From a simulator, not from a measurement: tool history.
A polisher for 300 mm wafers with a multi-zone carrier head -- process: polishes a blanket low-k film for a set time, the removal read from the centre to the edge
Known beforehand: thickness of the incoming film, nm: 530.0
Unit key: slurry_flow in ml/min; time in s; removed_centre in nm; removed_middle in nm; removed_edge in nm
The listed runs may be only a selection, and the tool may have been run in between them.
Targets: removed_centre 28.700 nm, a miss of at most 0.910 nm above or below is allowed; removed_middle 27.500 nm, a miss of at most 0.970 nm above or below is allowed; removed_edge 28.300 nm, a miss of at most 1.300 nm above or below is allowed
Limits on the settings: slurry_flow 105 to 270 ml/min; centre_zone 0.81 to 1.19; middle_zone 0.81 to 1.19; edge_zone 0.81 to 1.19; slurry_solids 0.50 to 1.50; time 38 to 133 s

Run 1, hour 0.0: slurry_flow 175 ml/min, centre_zone 1.00, middle_zone 1.00, edge_zone 1.00, slurry_solids 1.00, time 85 s. Result: removed_centre 46.134 nm, removed_middle 46.599 nm, removed_edge 46.538 nm.
Run 2, hour 2.5: slurry_flow 175 ml/min, centre_zone 1.00, middle_zone 1.00, edge_zone 1.00, slurry_solids 1.10, time 85 s. Result: removed_centre 48.102 nm, removed_middle 48.007 nm, removed_edge 48.960 nm.
Run 3, hour 7.5: slurry_flow 210 ml/min, centre_zone 1.00, middle_zone 1.00, edge_zone 1.00, slurry_solids 1.10, time 85 s. Result: removed_centre 49.766 nm, removed_middle 50.247 nm, removed_edge 50.336 nm.
Run 4, hour 9.5: slurry_flow 205 ml/min, centre_zone 0.99, middle_zone 0.98, edge_zone 0.98, slurry_solids 1.05, time 83 s. Result: removed_centre 47.033 nm, removed_middle 46.416 nm, removed_edge 46.773 nm.
Run 5, hour 10.5: slurry_flow 205 ml/min, centre_zone 0.91, middle_zone 0.98, edge_zone 0.98, slurry_solids 1.05, time 83 s. Result: removed_centre 42.994 nm, removed_middle 46.299 nm, removed_edge 47.146 nm.
Run 6, hour 14.7: slurry_flow 205 ml/min, centre_zone 0.96, middle_zone 0.98, edge_zone 0.98, slurry_solids 1.05, time 83 s. Result: removed_centre 46.528 nm, removed_middle 46.342 nm, removed_edge 47.647 nm.
Run 7, hour 20.7: slurry_flow 180 ml/min, centre_zone 0.93, middle_zone 0.88, edge_zone 0.88, slurry_solids 0.80, time 65 s. Result: removed_centre 29.743 nm, removed_middle 28.934 nm, removed_edge 30.551 nm.
Run 8, hour 21.5: slurry_flow 175 ml/min, centre_zone 0.93, middle_zone 0.88, edge_zone 0.87, slurry_solids 0.80, time 65 s. Result: removed_centre 29.573 nm, removed_middle 28.986 nm, removed_edge 30.442 nm.
Run 9, hour 30.0: slurry_flow 175 ml/min, centre_zone 0.93, middle_zone 0.88, edge_zone 0.86, slurry_solids 0.80, time 65 s. Result: removed_centre 29.578 nm, removed_middle 28.076 nm, removed_edge 30.474 nm.
Run 10, hour 33.8: slurry_flow 175 ml/min, centre_zone 0.93, middle_zone 0.89, edge_zone 0.86, slurry_solids 0.80, time 65 s. Result: removed_centre 29.931 nm, removed_middle 28.573 nm, removed_edge 30.207 nm.
Run 11, hour 37.3: slurry_flow 175 ml/min, centre_zone 0.93, middle_zone 0.89, edge_zone 0.86, slurry_solids 0.80, time 65 s. Result: removed_centre 30.167 nm, removed_middle 28.849 nm, removed_edge 29.555 nm.
Run 12, hour 40.8: slurry_flow 170 ml/min, centre_zone 0.93, middle_zone 0.89, edge_zone 0.86, slurry_solids 0.80, time 65 s. Result: removed_centre 29.328 nm, removed_middle 28.546 nm, removed_edge 29.920 nm.
Run 13, hour 46.7: slurry_flow 170 ml/min, centre_zone 0.93, middle_zone 0.89, edge_zone 0.85, slurry_solids 0.80, time 65 s. Result: removed_centre 29.496 nm, removed_middle 28.641 nm, removed_edge 30.069 nm.

Below are 5 possible settings for the next run. Only one of them brings all results inside the allowed miss of their targets. Which is it?
Run A, hour 52.6: slurry_flow 205 ml/min, centre_zone 1.17, middle_zone 1.14, edge_zone 0.89, slurry_solids 0.85, time 51 s. Result: removed_centre ?, removed_middle ?, removed_edge ?.
Run B, hour 52.6: slurry_flow 150 ml/min, centre_zone 1.01, middle_zone 0.97, edge_zone 0.96, slurry_solids 0.70, time 63 s. Result: removed_centre ?, removed_middle ?, removed_edge ?.
Run C, hour 52.6: slurry_flow 270 ml/min, centre_zone 1.08, middle_zone 0.96, edge_zone 0.81, slurry_solids 1.00, time 49 s. Result: removed_centre ?, removed_middle ?, removed_edge ?.
Run D, hour 52.6: slurry_flow 185 ml/min, centre_zone 0.92, middle_zone 0.98, edge_zone 0.81, slurry_solids 0.70, time 67 s. Result: removed_centre ?, removed_middle ?, removed_edge ?.
Run E, hour 52.6: slurry_flow 205 ml/min, centre_zone 0.98, middle_zone 0.95, edge_zone 0.81, slurry_solids 0.60, time 66 s. Result: removed_centre ?, removed_middle ?, removed_edge ?.

move  removed_centre  removed_middle  removed_edge
   A          31.046          29.760        24.938
   B          28.424          27.764        28.055
   C          30.702          27.510        25.416
   D          28.611          30.852        28.323
   E          28.174          27.720        26.039
A: pushes the last run's worst result past its target
B: every result within its allowed miss
C: pushes the last run's worst result past its target
D: corrects the largest miss of the last run, while another result sits out of spec
E: pushes the last run's worst result past its target
So the answer is move B, the one that meets all the targets.

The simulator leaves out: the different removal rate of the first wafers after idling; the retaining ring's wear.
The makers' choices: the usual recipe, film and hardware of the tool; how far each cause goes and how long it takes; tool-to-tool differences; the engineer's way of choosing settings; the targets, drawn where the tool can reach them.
